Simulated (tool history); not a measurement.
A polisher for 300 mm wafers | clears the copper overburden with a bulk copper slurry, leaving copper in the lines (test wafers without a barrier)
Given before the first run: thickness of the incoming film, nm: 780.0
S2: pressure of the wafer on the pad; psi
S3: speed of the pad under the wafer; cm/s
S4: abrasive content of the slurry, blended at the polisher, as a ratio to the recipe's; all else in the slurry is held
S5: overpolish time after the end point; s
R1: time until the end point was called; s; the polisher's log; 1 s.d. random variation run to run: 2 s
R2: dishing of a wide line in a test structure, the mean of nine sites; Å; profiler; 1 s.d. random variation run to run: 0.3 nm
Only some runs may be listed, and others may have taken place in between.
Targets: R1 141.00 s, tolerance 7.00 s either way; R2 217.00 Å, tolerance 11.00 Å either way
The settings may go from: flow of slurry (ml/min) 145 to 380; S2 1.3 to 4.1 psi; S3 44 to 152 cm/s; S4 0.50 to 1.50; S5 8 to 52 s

{"run": 1, "hour": 0.0, "flow of slurry (ml/min)": 245, "S2": 2.7, "S3": 98, "S4": 1.0, "S5": 26, "R1": 101.35, "R2": 292.23}
{"run": 2, "hour": 0.6, "flow of slurry (ml/min)": 245, "S2": 2.5, "S3": 100, "S4": 1.0, "S5": 24, "R1": 108.19, "R2": 287.09}
{"run": 3, "hour": 5.8, "flow of slurry (ml/min)": 245, "S2": 2.3, "S3": 104, "S4": 1.0, "S5": 22, "R1": 110.63, "R2": 280.19}
{"run": 4, "hour": 7.5, "flow of slurry (ml/min)": 245, "S2": 2.0, "S3": 104, "S4": 1.0, "S5": 22, "R1": 126.2, "R2": 271.27}
{"run": 5, "hour": 13.0, "flow of slurry (ml/min)": 245, "S2": 2.0, "S3": 86, "S4": 1.0, "S5": 22, "R1": 160.47, "R2": 273.82}
{"run": 6, "hour": 14.8, "flow of slurry (ml/min)": 240, "S2": 1.9, "S3": 90, "S4": 0.95, "S5": 20, "R1": 157.64, "R2": 268.16}
{"run": 7, "hour": 20.0, "flow of slurry (ml/min)": 170, "S2": 1.3, "S3": 118, "S4": 0.7, "S5": 8, "R1": 193.55, "R2": 162.62}
{"run": 8, "hour": 27.7, "flow of slurry (ml/min)": 185, "S2": 1.4, "S3": 118, "S4": 0.7, "S5": 8, "R1": 179.73, "R2": 174.79}
{"run": 9, "hour": 31.1, "flow of slurry (ml/min)": 195, "S2": 1.4, "S3": 118, "S4": 0.7, "S5": 8, "R1": 179.91, "R2": 176.05}
{"run": 10, "hour": 33.2, "flow of slurry (ml/min)": 205, "S2": 1.4, "S3": 118, "S4": 0.7, "S5": 8, "R1": 179.1, "R2": 178.36}
{"run": 11, "hour": 39.9, "flow of slurry (ml/min)": 215, "S2": 1.4, "S3": 118, "S4": 0.7, "S5": 8, "R1": 175.03, "R2": 173.44}
{"run": 12, "hour": 48.1, "flow of slurry (ml/min)": 220, "S2": 1.5, "S3": 116, "S4": 0.7, "S5": 9, "R1": 172.98, "R2": 193.77}
{"run": 13, "hour": 53.1, "flow of slurry (ml/min)": 225, "S2": 1.5, "S3": 116, "S4": 0.7, "S5": 9, "R1": 169.5, "R2": 193.87}
{"run": 14, "hour": 61.9, "flow of slurry (ml/min)": 230, "S2": 1.5, "S3": 116, "S4": 0.7, "S5": 9, "R1": 163.95, "R2": 192.18}
{"run": 15, "hour": 63.2, "flow of slurry (ml/min)": 235, "S2": 1.5, "S3": 116, "S4": 0.7, "S5": 9, "R1": 167.97, "R2": 194.15}
{"run": 16, "hour": 68.2, "flow of slurry (ml/min)": 240, "S2": 1.5, "S3": 116, "S4": 0.7, "S5": 9, "R1": 164.9, "R2": 198.38}
{"run": 17, "hour": 75.4, "flow of slurry (ml/min)": 245, "S2": 1.5, "S3": 116, "S4": 0.7, "S5": 9, "R1": 165.13, "R2": 188.43}
{"run": 18, "hour": 82.1, "flow of slurry (ml/min)": 250, "S2": 1.5, "S3": 116, "S4": 0.7, "S5": 9, "R1": 165.67, "R2": 199.66}
{"run": 19, "hour": 85.2, "flow of slurry (ml/min)": 255, "S2": 1.5, "S3": 116, "S4": 0.7, "S5": 9, "R1": 164.09, "R2": 194.05}
{"run": 20, "hour": 93.2, "flow of slurry (ml/min)": 260, "S2": 1.5, "S3": 116, "S4": 0.7, "S5": 9, "R1": 169.13, "R2": 192.34}

Which one of the following 4 next-run settings gets every result inside its allowed miss? There is exactly one.
{"run": "A", "hour": 101.2, "flow of slurry (ml/min)": 370, "S2": 1.7, "S3": 128, "S4": 0.5, "S5": 9, "R1": "?", "R2": "?"}
{"run": "B", "hour": 101.2, "flow of slurry (ml/min)": 255, "S2": 1.4, "S3": 148, "S4": 0.65, "S5": 16, "R1": "?", "R2": "?"}
{"run": "C", "hour": 101.2, "flow of slurry (ml/min)": 240, "S2": 1.6, "S3": 142, "S4": 0.85, "S5": 8, "R1": "?", "R2": "?"}
{"run": "D", "hour": 101.2, "flow of slurry (ml/min)": 245, "S2": 1.4, "S3": 118, "S4": 0.5, "S5": 11, "R1": "?", "R2": "?"}

move=A R1=138.12 R2=218.67
move=B R1=139.75 R2=257.48
move=C R1=121.12 R2=219.05
move=D R1=186.50 R2=206.22
A: every result within its allowed miss
B: brings the last run's worst result on target, with another outside its allowed miss
C: carries the result that was furthest off beyond its target, to the other side
D: the biggest miss grows against the last run
So the answer is move A, the one that meets all the targets.
